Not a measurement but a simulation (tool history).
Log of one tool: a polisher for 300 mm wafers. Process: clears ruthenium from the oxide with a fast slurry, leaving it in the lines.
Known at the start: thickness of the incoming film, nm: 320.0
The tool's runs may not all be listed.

run	hour	flow of slurry (ml/min)	pressure of the wafer on the pad (kPa)	speed of the pad under the wafer (cm/s)	abrasive content of the slurry	overpolish time after the end point (s)	time until the end point was called (s)	dishing of a wide line in a test structure (Å)
1	0.0	315	15.9	100	1.00	27	107.660	626.90
2	6.0	315	17.9	102	1.00	29	96.486	743.31
3	9.4	315	17.9	84	1.00	29	111.700	655.39
4	11.8	315	19.3	90	1.00	30	97.238	750.97
5	16.0	380	19.3	90	1.00	30	94.149	752.53
6	19.5	380	20.7	94	1.00	32	86.694	845.61
7	20.9	380	24.1	114	1.05	38	63.209	1122.50

The next listed run, before its measurement:
8	23.4	380	24.1	114	1.05	39	?	?

Run 8 gave time until the end point was called (s) 64.959, dishing of a wide line in a test structure (Å) 1111.60.

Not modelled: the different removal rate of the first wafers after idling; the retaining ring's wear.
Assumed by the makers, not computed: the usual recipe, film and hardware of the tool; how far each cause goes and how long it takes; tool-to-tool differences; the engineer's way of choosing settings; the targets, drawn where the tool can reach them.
